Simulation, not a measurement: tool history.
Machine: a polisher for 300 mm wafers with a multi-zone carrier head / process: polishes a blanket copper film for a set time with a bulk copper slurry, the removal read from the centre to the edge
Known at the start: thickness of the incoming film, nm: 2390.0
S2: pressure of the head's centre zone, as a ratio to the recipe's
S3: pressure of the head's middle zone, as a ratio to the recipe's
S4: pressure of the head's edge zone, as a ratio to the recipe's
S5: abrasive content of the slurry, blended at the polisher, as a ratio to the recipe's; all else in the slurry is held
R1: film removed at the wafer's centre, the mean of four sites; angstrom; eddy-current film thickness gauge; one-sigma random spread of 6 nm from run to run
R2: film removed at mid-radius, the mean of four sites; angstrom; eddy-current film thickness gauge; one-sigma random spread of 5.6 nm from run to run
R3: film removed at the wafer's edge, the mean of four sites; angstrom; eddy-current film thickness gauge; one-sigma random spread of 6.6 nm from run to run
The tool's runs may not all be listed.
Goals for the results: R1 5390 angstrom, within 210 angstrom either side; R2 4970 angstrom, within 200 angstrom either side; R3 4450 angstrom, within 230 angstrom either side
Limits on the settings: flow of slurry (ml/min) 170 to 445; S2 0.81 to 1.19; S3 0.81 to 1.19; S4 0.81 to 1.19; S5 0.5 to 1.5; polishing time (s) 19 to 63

{"run": 1, "hour": 0.0, "flow of slurry (ml/min)": 285, "S2": 1, "S3": 1, "S4": 1, "S5": 1, "polishing time (s)": 41, "R1": 3981.8, "R2": 4027.1, "R3": 3947.5}
{"run": 2, "hour": 5.6, "flow of slurry (ml/min)": 290, "S2": 1.03, "S3": 1.02, "S4": 1, "S5": 1.05, "polishing time (s)": 41, "R1": 4193.3, "R2": 4187.1, "R3": 4032.5}
{"run": 3, "hour": 10.1, "flow of slurry (ml/min)": 290, "S2": 1.03, "S3": 1.02, "S4": 1.03, "S5": 1.05, "polishing time (s)": 41, "R1": 4174.6, "R2": 4167.7, "R3": 4043.3}
{"run": 4, "hour": 18.9, "flow of slurry (ml/min)": 295, "S2": 1.05, "S3": 1.03, "S4": 1.03, "S5": 1.1, "polishing time (s)": 41, "R1": 4395, "R2": 4137.2, "R3": 4186.8}
{"run": 5, "hour": 26.1, "flow of slurry (ml/min)": 300, "S2": 1.07, "S3": 1.06, "S4": 1.01, "S5": 1.1, "polishing time (s)": 41, "R1": 4379.7, "R2": 4289.7, "R3": 4073.1}
{"run": 6, "hour": 33.7, "flow of slurry (ml/min)": 300, "S2": 1.01, "S3": 1.06, "S4": 1.01, "S5": 1.1, "polishing time (s)": 41, "R1": 4190.3, "R2": 4258.5, "R3": 4086}
{"run": 7, "hour": 38.6, "flow of slurry (ml/min)": 305, "S2": 1.04, "S3": 1.08, "S4": 1, "S5": 1.15, "polishing time (s)": 41, "R1": 4404.5, "R2": 4439.9, "R3": 4099.1}
{"run": 8, "hour": 46.3, "flow of slurry (ml/min)": 310, "S2": 1.06, "S3": 1.09, "S4": 1, "S5": 1.2, "polishing time (s)": 41, "R1": 4600, "R2": 4600.6, "R3": 4193.2}
{"run": 9, "hour": 47.0, "flow of slurry (ml/min)": 315, "S2": 1.08, "S3": 1.1, "S4": 1, "S5": 1.2, "polishing time (s)": 41, "R1": 4678.7, "R2": 4626.7, "R3": 4051.8}
{"run": 10, "hour": 49.2, "flow of slurry (ml/min)": 315, "S2": 1.09, "S3": 1.1, "S4": 1.01, "S5": 1.25, "polishing time (s)": 41, "R1": 4808.4, "R2": 4750.7, "R3": 4308.5}
{"run": 11, "hour": 57.0, "flow of slurry (ml/min)": 320, "S2": 1.11, "S3": 1.1, "S4": 1.01, "S5": 1.25, "polishing time (s)": 41, "R1": 4786.9, "R2": 4745.4, "R3": 4263.3}
{"run": 12, "hour": 63.5, "flow of slurry (ml/min)": 320, "S2": 1.12, "S3": 1.09, "S4": 1, "S5": 1.3, "polishing time (s)": 41, "R1": 4980.9, "R2": 4763.6, "R3": 4328.3}
{"run": 13, "hour": 68.4, "flow of slurry (ml/min)": 320, "S2": 1.13, "S3": 1.09, "S4": 1, "S5": 1.3, "polishing time (s)": 41, "R1": 4969.5, "R2": 4745, "R3": 4301.2}
{"run": 14, "hour": 73.9, "flow of slurry (ml/min)": 325, "S2": 1.14, "S3": 1.09, "S4": 1, "S5": 1.3, "polishing time (s)": 41, "R1": 4988.3, "R2": 4719.5, "R3": 4255.7}
{"run": 15, "hour": 79.9, "flow of slurry (ml/min)": 325, "S2": 1.15, "S3": 1.09, "S4": 1, "S5": 1.3, "polishing time (s)": 41, "R1": 5015.1, "R2": 4711.3, "R3": 4359.8}
{"run": 16, "hour": 86.9, "flow of slurry (ml/min)": 325, "S2": 1.16, "S3": 1.09, "S4": 0.99, "S5": 1.3, "polishing time (s)": 41, "R1": 5043.2, "R2": 4646, "R3": 4427.8}
{"run": 17, "hour": 92.2, "flow of slurry (ml/min)": 330, "S2": 1.17, "S3": 1.1, "S4": 0.99, "S5": 1.3, "polishing time (s)": 41, "R1": 5132.1, "R2": 4723.4, "R3": 4347.7}
{"run": 18, "hour": 100.6, "flow of slurry (ml/min)": 330, "S2": 1.17, "S3": 1.1, "S4": 0.99, "S5": 1.3, "polishing time (s)": 41, "R1": 5147, "R2": 4675.7, "R3": 4299.4}

Which of these 4 next moves meets every target?
{"run": "A", "hour": 109.0, "flow of slurry (ml/min)": 355, "S2": 1.18, "S3": 1.12, "S4": 0.99, "S5": 1.25, "polishing time (s)": 43, "R1": "?", "R2": "?", "R3": "?"}
{"run": "B", "hour": 109.0, "flow of slurry (ml/min)": 310, "S2": 1.19, "S3": 1.02, "S4": 0.93, "S5": 1.1, "polishing time (s)": 43, "R1": "?", "R2": "?", "R3": "?"}
{"run": "C", "hour": 109.0, "flow of slurry (ml/min)": 325, "S2": 1.11, "S3": 0.99, "S4": 0.95, "S5": 1.3, "polishing time (s)": 42, "R1": "?", "R2": "?", "R3": "?"}
{"run": "D", "hour": 109.0, "flow of slurry (ml/min)": 305, "S2": 1.06, "S3": 1.13, "S4": 0.91, "S5": 1.4, "polishing time (s)": 42, "R1": "?", "R2": "?", "R3": "?"}

move=A R1=5440.1 R2=5020.7 R3=4471.1
move=B R1=5197.7 R2=4400.9 R3=4149.3
move=C R1=5006.5 R2=4433.9 R3=4321.5
move=D R1=4857.1 R2=5043.1 R3=4309.4
A: meets every target
B: lands further from the targets than the last run did
C: lands further from the targets than the last run did
D: gets the furthest-off result to its target, but another result is out of tolerance
Move A is the one to make.
